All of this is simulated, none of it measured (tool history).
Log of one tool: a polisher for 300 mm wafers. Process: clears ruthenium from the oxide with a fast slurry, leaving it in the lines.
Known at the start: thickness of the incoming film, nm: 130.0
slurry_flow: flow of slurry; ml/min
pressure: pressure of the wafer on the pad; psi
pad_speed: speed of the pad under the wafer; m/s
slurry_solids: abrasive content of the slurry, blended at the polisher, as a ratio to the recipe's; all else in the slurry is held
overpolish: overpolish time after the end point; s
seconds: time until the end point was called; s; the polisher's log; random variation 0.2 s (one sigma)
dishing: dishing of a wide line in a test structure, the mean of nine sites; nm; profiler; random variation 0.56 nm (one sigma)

| run | hour | slurry_flow | pressure | pad_speed | slurry_solids | overpolish | seconds | dishing |
|---|---|---|---|---|---|---|---|---|
| 1 | 0.0 | 210 | 3.0 | 1.00 | 1.0 | 22 | 27.592 | 64.660 |
| 2 | 5.1 | 215 | 3.2 | 1.00 | 1.0 | 20 | 26.356 | 63.383 |
| 3 | 12.7 | 215 | 3.7 | 1.00 | 1.0 | 20 | 22.967 | 68.599 |
| 4 | 16.9 | 215 | 3.7 | 0.82 | 1.0 | 20 | 28.316 | 58.896 |
| 5 | 21.4 | 215 | 4.1 | 0.82 | 1.0 | 20 | 26.157 | 62.865 |
| 6 | 27.4 | 220 | 4.2 | 0.84 | 1.0 | 18 | 24.313 | 59.126 |
| 7 | 35.8 | 220 | 4.2 | 0.84 | 1.0 | 18 | 25.318 | 59.898 |
| 8 | 43.8 | 220 | 4.3 | 0.88 | 1.0 | 16 | 23.387 | 58.264 |
| 9 | 52.0 | 240 | 4.6 | 1.00 | 1.0 | 7 | 19.379 | 33.548 |
| 10 | 58.5 | 230 | 4.5 | 1.02 | 1.0 | 8 | 19.159 | 37.584 |
| 11 | 63.1 | 170 | 4.3 | 1.12 | 1.0 | 13 | 19.125 | 56.974 |

The next listed run, before its measurement:
| 12 | 65.5 | 175 | 4.3 | 1.12 | 1.0 | 13 | ? | ? |

seconds: 18.551 s
dishing: 55.951 nm

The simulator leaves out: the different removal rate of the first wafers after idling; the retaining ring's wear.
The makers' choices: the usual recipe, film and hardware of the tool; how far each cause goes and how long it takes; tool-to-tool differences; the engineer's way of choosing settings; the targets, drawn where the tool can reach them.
